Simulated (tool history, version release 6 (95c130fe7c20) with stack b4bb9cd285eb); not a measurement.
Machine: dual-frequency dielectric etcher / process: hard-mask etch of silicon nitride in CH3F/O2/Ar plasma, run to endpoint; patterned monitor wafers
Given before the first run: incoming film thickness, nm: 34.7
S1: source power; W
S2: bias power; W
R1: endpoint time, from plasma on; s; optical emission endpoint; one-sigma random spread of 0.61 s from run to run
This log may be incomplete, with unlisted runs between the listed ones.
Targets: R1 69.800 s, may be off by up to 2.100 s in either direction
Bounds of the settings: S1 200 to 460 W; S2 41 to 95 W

| run | hour | S1 | S2 | R1 |
|---|---|---|---|---|
| 1 | 0.0 | 330 | 68 | 59.186 |
| 2 | 3.3 | 310 | 68 | 60.366 |
| 3 | 11.1 | 360 | 68 | 55.443 |
| 4 | 11.8 | 330 | 66 | 57.970 |
| 5 | 12.5 | 330 | 74 | 55.524 |
| 6 | 18.8 | 300 | 72 | 58.945 |
| 7 | 20.9 | 280 | 70 | 61.541 |
| 8 | 21.5 | 260 | 68 | 63.293 |
| 9 | 26.7 | 200 | 57 | 77.914 |
| 10 | 33.5 | 220 | 58 | 74.737 |
| 11 | 39.9 | 220 | 58 | 73.420 |
| 12 | 42.5 | 230 | 58 | 73.641 |

Which one of the following 4 next-run settings gets every result inside its allowed miss? There is exactly one.
| A | 45.1 | 230 | 55 | ? |
| B | 45.1 | 220 | 59 | ? |
| C | 45.1 | 240 | 60 | ? |
| D | 45.1 | 200 | 63 | ? |

| move | R1 |
|---|---|
| A | 75.551 |
| B | 74.930 |
| C | 71.401 |
| D | 76.306 |
A: lands further from the targets than the last run did
B: lands further from the targets than the last run did
C: meets every target
D: lands further from the targets than the last run did
Move C is the one to make.

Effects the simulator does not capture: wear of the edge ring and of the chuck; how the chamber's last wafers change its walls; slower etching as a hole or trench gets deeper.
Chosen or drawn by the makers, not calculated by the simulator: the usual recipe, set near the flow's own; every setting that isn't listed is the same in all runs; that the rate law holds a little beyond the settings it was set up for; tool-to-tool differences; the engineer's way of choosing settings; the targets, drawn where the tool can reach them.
